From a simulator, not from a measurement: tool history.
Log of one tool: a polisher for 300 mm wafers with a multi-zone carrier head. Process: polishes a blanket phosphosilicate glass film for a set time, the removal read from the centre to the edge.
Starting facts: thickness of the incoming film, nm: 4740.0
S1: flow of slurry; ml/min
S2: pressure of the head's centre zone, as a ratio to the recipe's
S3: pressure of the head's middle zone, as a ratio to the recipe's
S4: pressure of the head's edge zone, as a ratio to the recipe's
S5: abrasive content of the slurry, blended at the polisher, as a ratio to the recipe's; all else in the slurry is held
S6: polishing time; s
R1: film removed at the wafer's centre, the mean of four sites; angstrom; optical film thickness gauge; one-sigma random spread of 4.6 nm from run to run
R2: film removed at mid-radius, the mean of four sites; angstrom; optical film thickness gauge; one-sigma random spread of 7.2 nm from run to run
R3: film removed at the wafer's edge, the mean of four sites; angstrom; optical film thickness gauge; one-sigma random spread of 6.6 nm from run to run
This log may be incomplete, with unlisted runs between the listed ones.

| run | hour | S1 | S2 | S3 | S4 | S5 | S6 | R1 | R2 | R3 |
|---|---|---|---|---|---|---|---|---|---|---|
| 1 | 0 | 310 | 1 | 1 | 1 | 1 | 46 | 3775.8 | 3652.8 | 3902 |
| 2 | 6.1 | 310 | 1 | 1 | 1 | 1 | 52 | 4268.9 | 4109.1 | 4186.8 |
| 3 | 11.9 | 310 | 1 | 1 | 1.05 | 1 | 52 | 4167 | 4069.4 | 4378.7 |
| 4 | 20.7 | 315 | 1.03 | 1.02 | 1.06 | 1.05 | 52 | 4471 | 4236.4 | 4495.5 |
|  | 27.8 | slurry nozzle cleaned |
| 5 | 27.8 | 320 | 1.04 | 1.04 | 1.08 | 1.1 | 52 | 4810.5 | 4684.3 | 4759.4 |
| 6 | 34.8 | 320 | 1.04 | 1.12 | 1.08 | 1.1 | 52 | 4869.2 | 4841.9 | 4664.9 |
| 7 | 38.3 | 320 | 1.04 | 1.12 | 1.08 | 1.1 | 52 | 4838.5 | 4769.8 | 4772.1 |
| 8 | 47.2 | 325 | 1.05 | 1.11 | 1.1 | 1.15 | 52 | 4971.3 | 4733 | 4905.8 |
| 9 | 56 | 325 | 1.06 | 1.12 | 1.11 | 1.2 | 52 | 5109 | 4942.1 | 5028 |
| 10 | 61.6 | 330 | 1.07 | 1.13 | 1.12 | 1.2 | 52 | 5114.2 | 4829.2 | 4850.4 |
| 11 | 65.3 | 330 | 1.07 | 1.13 | 1.12 | 1.25 | 52 | 5168.7 | 5087.6 | 5165.3 |

Run 12 comes next. What will it give?
| 12 | 70.3 | 330 | 1.08 | 1.13 | 1.13 | 1.25 | 52 | ? | ? | ? |

{"run 12": {"R1": 5235.5, "R2": 4997.9, "R3": 5032.4}}
